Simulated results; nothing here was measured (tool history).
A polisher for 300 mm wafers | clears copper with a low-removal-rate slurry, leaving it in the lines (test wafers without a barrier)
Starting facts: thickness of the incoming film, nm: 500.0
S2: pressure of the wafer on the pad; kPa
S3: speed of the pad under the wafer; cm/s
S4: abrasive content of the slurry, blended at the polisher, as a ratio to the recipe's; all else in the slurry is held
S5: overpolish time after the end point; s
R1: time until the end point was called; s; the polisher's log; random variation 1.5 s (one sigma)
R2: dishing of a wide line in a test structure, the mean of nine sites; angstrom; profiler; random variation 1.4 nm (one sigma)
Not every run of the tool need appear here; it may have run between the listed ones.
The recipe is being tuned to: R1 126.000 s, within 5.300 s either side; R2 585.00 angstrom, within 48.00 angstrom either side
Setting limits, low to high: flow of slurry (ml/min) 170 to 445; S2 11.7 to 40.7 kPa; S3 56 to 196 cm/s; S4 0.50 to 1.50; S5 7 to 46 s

run 1 day=0.000 | flow_of_slurry_(ml/min)=285 S2=26.2 S3=126 S4=1.00 S5=24 | R1=109.090 R2=817.63
run 2 day=0.104 | flow_of_slurry_(ml/min)=285 S2=25.5 S3=126 S4=1.00 S5=22 | R1=110.140 R2=732.79
run 3 day=0.217 | flow_of_slurry_(ml/min)=285 S2=25.5 S3=154 S4=1.00 S5=22 | R1=92.144 R2=872.65
run 4 day=0.542 | flow_of_slurry_(ml/min)=285 S2=24.1 S3=154 S4=1.00 S5=21 | R1=94.811 R2=764.83
run 5 day=0.912 | flow_of_slurry_(ml/min)=285 S2=22.8 S3=154 S4=1.00 S5=21 | R1=102.990 R2=780.56
-- day=1.138 worn pad replaced by a new one
run 6 day=1.138 | flow_of_slurry_(ml/min)=285 S2=22.1 S3=154 S4=1.00 S5=20 | R1=98.028 R2=773.68
run 7 day=1.296 | flow_of_slurry_(ml/min)=285 S2=20.0 S3=152 S4=1.00 S5=19 | R1=108.600 R2=653.69
run 8 day=1.396 | flow_of_slurry_(ml/min)=285 S2=19.3 S3=152 S4=1.00 S5=19 | R1=113.050 R2=628.54
run 9 day=1.579 | flow_of_slurry_(ml/min)=285 S2=18.6 S3=152 S4=1.00 S5=19 | R1=116.150 R2=620.10
run 10 day=1.729 | flow_of_slurry_(ml/min)=285 S2=17.9 S3=152 S4=1.00 S5=19 | R1=116.630 R2=609.02
run 11 day=2.042 | flow_of_slurry_(ml/min)=285 S2=15.2 S3=152 S4=1.00 S5=20 | R1=140.950 R2=574.72
run 12 day=2.242 | flow_of_slurry_(ml/min)=285 S2=15.9 S3=152 S4=1.00 S5=20 | R1=132.510 R2=603.99
run 13 day=2.433 | flow_of_slurry_(ml/min)=285 S2=15.9 S3=152 S4=1.00 S5=20 | R1=136.400 R2=570.00
run 14 day=2.479 | flow_of_slurry_(ml/min)=285 S2=17.9 S3=152 S4=1.00 S5=19 | R1=119.530 R2=607.04

5 next moves are on the table. One of them brings every result within its allowed miss. Which?
run A day=2.525 | flow_of_slurry_(ml/min)=355 S2=17.2 S3=140 S4=1.15 S5=19 | R1=? R2=?
run B day=2.525 | flow_of_slurry_(ml/min)=300 S2=18.6 S3=156 S4=0.90 S5=15 | R1=? R2=?
run C day=2.525 | flow_of_slurry_(ml/min)=290 S2=20.7 S3=156 S4=0.60 S5=17 | R1=? R2=?
run D day=2.525 | flow_of_slurry_(ml/min)=290 S2=18.6 S3=160 S4=0.90 S5=19 | R1=? R2=?
run E day=2.525 | flow_of_slurry_(ml/min)=275 S2=17.2 S3=174 S4=0.95 S5=18 | R1=? R2=?

move=A R1=124.190 R2=581.40
move=B R1=110.590 R2=533.10
move=C R1=108.030 R2=603.67
move=D R1=108.260 R2=648.98
move=E R1=106.840 R2=624.91
A: every result lands within tolerance
B: the biggest miss grows against the last run
C: the biggest miss grows against the last run
D: the biggest miss grows against the last run
E: the biggest miss grows against the last run
The right move is A.
